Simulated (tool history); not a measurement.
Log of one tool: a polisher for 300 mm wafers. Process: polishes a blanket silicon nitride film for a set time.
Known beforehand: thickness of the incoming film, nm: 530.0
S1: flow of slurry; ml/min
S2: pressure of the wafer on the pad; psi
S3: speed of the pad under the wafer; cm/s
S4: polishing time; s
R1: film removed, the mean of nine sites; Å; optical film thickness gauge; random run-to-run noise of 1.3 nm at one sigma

| run | hour | S1 | S2 | S3 | S4 | R1 |
|---|---|---|---|---|---|---|
| 1 | 0 | 185 | 3.7 | 126 | 92 | 1492.5 |
| 2 | 7.3 | 185 | 3.7 | 126 | 92 | 1467.8 |
| 3 | 13.3 | 185 | 3.7 | 154 | 92 | 1617 |
| 4 | 16.5 | 185 | 3.3 | 152 | 92 | 1463.6 |
| 5 | 23.1 | 185 | 3.3 | 180 | 92 | 1593.9 |
| 6 | 26.6 | 185 | 3.3 | 192 | 92 | 1640.7 |
| 7 | 30.3 | 180 | 2.9 | 188 | 92 | 1445.8 |
| 8 | 31.4 | 180 | 2.6 | 186 | 92 | 1302.8 |

Run 9 comes next. What will it give?
| 9 | 40.2 | 180 | 2.4 | 186 | 92 | ? |

{"run 9": {"R1": 1183.2}}
